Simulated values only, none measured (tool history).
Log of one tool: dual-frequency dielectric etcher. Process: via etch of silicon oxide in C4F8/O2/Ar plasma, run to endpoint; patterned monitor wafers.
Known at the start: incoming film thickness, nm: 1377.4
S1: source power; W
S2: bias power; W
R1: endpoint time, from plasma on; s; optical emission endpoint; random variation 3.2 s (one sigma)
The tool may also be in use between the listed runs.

run,hour,S1,S2,R1
1,0,1600,1516,312.63
2,2.1,1880,1516,294.2
3,3.5,1720,1435,307.07
4,11,1720,1677,295.21
5,18.1,1720,1428,307.11
6,26.2,1530,1428,321.13
7,28.1,1430,1381,335.97

Run 8 comes next. What will it give?
8,30.3,1380,1360,?

R1: 342.38 s

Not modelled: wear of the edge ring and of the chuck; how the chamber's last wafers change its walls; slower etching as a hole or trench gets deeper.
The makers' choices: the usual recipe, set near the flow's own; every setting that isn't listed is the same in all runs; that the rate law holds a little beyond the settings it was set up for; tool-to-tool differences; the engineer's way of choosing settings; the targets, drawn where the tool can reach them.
